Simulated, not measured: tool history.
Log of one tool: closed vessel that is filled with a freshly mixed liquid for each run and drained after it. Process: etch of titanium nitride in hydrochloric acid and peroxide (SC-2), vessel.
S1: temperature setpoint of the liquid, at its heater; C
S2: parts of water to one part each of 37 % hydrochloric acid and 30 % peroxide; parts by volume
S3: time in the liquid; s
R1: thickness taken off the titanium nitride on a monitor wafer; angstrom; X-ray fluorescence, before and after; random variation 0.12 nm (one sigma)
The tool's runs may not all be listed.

run	day	S1	S2	S3	R1
1	0	51	7	1035	389.12
2	0.254	51	7	1115	416.86
3	0.329	54	7	1115	506.31
4	0.417	54	8.5	1115	436.6
5	0.571	50	8.5	1115	334.59
6	0.712	50	8.5	1115	333.64
7	0.958	47.5	8.5	1115	280.56
8	1.196	46	8.5	1115	254.41

Run 9 comes next. What will it give?
9	1.233	45	8.5	1115	?

{"run 9": {"R1": 237.85}}
